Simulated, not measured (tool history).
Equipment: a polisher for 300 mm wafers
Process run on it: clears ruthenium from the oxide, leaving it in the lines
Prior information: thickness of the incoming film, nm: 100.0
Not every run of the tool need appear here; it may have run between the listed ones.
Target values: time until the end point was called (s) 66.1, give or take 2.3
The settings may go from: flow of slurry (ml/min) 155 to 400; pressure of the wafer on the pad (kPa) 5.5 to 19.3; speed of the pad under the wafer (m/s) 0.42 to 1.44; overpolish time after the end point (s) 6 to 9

run	hour	flow of slurry (ml/min)	pressure of the wafer on the pad (kPa)	speed of the pad under the wafer (m/s)	overpolish time after the end point (s)	time until the end point was called (s)
1	0	255	12.4	0.92	9	105.43
2	2.7	255	13.8	0.92	9	93.396
3	7.6	255	13.8	0.92	9	93.99
4	14.9	255	14.5	0.92	9	89.317
5	17.8	255	11.7	0.92	9	112.09
6	23.1	255	11.7	0.8	9	125.98
7	24.1	255	13.1	0.8	9	113.58
8	31.3	255	14.5	0.8	9	103.23
9	34.5	255	14.5	0.8	9	102.18
10	43	255	15.9	0.82	9	91.859
11	49.3	255	16.5	0.84	9	85.066
12	53.3	255	17.2	0.86	9	80.245
13	60.7	255	17.9	0.88	9	75.346
14	61.3	260	18.6	0.9	9	71.658

Of the 5 settings listed for the next run, only one would bring every result within its allowed miss of target. Which one?
A	61.9	335	19.3	1	9	?
B	61.9	280	16.5	0.9	6	?
C	61.9	230	18.6	0.98	8	?
D	61.9	200	17.9	0.92	9	?
E	61.9	240	18.6	0.82	6	?

move	time until the end point was called (s)
A	61.165
B	79.882
C	66.85
D	74.838
E	78.957
A: takes the biggest miss from the last run beyond its target
B: further off than the last run
C: all results land within tolerance of their targets
D: further off than the last run
E: further off than the last run
Answer: C
